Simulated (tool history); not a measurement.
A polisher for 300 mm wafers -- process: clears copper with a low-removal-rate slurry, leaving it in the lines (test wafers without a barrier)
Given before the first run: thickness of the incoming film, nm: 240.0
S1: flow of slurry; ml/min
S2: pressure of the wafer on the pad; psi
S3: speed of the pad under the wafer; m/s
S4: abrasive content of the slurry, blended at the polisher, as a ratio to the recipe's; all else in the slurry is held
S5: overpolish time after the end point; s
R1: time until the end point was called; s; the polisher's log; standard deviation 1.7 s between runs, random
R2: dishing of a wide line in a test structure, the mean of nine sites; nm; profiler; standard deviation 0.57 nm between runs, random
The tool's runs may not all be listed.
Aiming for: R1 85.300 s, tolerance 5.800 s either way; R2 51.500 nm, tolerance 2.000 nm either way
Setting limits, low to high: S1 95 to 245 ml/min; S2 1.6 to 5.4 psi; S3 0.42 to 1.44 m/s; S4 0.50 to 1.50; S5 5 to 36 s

run 1 hour=0.0 | S1=155 S2=3.5 S3=0.92 S4=1.00 S5=18 | R1=90.426 R2=33.450
run 2 hour=4.1 | S1=155 S2=3.5 S3=0.92 S4=1.00 S5=11 | R1=89.940 R2=22.364
run 3 hour=7.3 | S1=155 S2=3.5 S3=0.70 S4=1.00 S5=11 | R1=112.560 R2=17.540
run 4 hour=13.6 | S1=140 S2=3.5 S3=0.82 S4=0.95 S5=16 | R1=103.950 R2=27.148
run 5 hour=15.7 | S1=125 S2=3.8 S3=0.84 S4=0.90 S5=18 | R1=101.280 R2=30.900
run 6 hour=21.9 | S1=115 S2=4.2 S3=0.86 S4=0.85 S5=20 | R1=93.870 R2=36.577
run 7 hour=27.8 | S1=110 S2=4.4 S3=0.88 S4=0.80 S5=22 | R1=86.303 R2=40.400
run 8 hour=29.8 | S1=110 S2=4.3 S3=0.90 S4=0.85 S5=23 | R1=84.442 R2=42.670
run 9 hour=35.2 | S1=100 S2=4.4 S3=0.88 S4=0.80 S5=28 | R1=92.706 R2=47.813
run 10 hour=43.3 | S1=110 S2=4.4 S3=0.88 S4=0.80 S5=28 | R1=88.922 R2=48.962

Exactly one of the 5 candidate moves below puts every result within its allowed miss. Which one?
run A hour=51.4 | S1=120 S2=4.3 S3=0.92 S4=0.80 S5=26 | R1=? R2=?
run B hour=51.4 | S1=115 S2=3.2 S3=1.08 S4=0.60 S5=33 | R1=? R2=?
run C hour=51.4 | S1=95 S2=4.3 S3=0.98 S4=0.75 S5=33 | R1=? R2=?
run D hour=51.4 | S1=105 S2=4.0 S3=0.94 S4=0.95 S5=30 | R1=? R2=?
run E hour=51.4 | S1=120 S2=4.2 S3=0.80 S4=0.70 S5=31 | R1=? R2=?

move=A R1=85.422 R2=47.809
move=B R1=99.054 R2=50.668
move=C R1=87.331 R2=56.173
move=D R1=87.654 R2=52.115
move=E R1=103.080 R2=47.334
A: further off than the last run
B: corrects the largest miss of the last run, while another result sits out of spec
C: carries the result that was furthest off beyond its target, to the other side
D: in spec on every target
E: further off than the last run
D is the move that brings every result within its allowed miss.

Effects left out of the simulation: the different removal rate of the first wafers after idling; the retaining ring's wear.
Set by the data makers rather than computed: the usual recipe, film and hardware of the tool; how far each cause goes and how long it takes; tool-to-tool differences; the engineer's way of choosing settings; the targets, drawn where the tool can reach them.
